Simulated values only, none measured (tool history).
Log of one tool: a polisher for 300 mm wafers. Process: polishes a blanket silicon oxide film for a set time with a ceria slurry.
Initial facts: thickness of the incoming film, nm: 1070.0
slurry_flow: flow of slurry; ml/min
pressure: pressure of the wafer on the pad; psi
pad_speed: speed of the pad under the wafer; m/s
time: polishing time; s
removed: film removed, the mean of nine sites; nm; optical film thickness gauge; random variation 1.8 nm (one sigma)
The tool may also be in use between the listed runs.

Run 1, day 0.000: slurry_flow 285 ml/min, pressure 2.7 psi, pad_speed 1.12 m/s, time 54 s. Result: removed 264.77 nm.
Run 2, day 0.288: slurry_flow 285 ml/min, pressure 2.5 psi, pad_speed 1.12 m/s, time 54 s. Result: removed 248.31 nm.
Run 3, day 0.454: slurry_flow 350 ml/min, pressure 2.5 psi, pad_speed 1.12 m/s, time 54 s. Result: removed 249.97 nm.
Run 4, day 0.825: slurry_flow 350 ml/min, pressure 2.3 psi, pad_speed 1.12 m/s, time 54 s. Result: removed 233.55 nm.
Run 5, day 0.896: slurry_flow 350 ml/min, pressure 2.2 psi, pad_speed 1.12 m/s, time 54 s. Result: removed 221.91 nm.
Run 6, day 0.933: slurry_flow 350 ml/min, pressure 2.2 psi, pad_speed 1.12 m/s, time 54 s. Result: removed 223.09 nm.
Run 7, day 0.971: slurry_flow 350 ml/min, pressure 2.1 psi, pad_speed 1.12 m/s, time 54 s. Result: removed 211.80 nm.
Run 8, day 1.179: slurry_flow 350 ml/min, pressure 2.0 psi, pad_speed 1.12 m/s, time 54 s. Result: removed 204.38 nm.
Run 9, day 1.308: slurry_flow 350 ml/min, pressure 2.0 psi, pad_speed 1.12 m/s, time 54 s. Result: removed 200.79 nm.

Run 10 has not been measured yet. What should we expect?
Run 10, day 1.538: slurry_flow 350 ml/min, pressure 1.6 psi, pad_speed 1.12 m/s, time 54 s. Result: removed ?.

removed: 163.75 nm

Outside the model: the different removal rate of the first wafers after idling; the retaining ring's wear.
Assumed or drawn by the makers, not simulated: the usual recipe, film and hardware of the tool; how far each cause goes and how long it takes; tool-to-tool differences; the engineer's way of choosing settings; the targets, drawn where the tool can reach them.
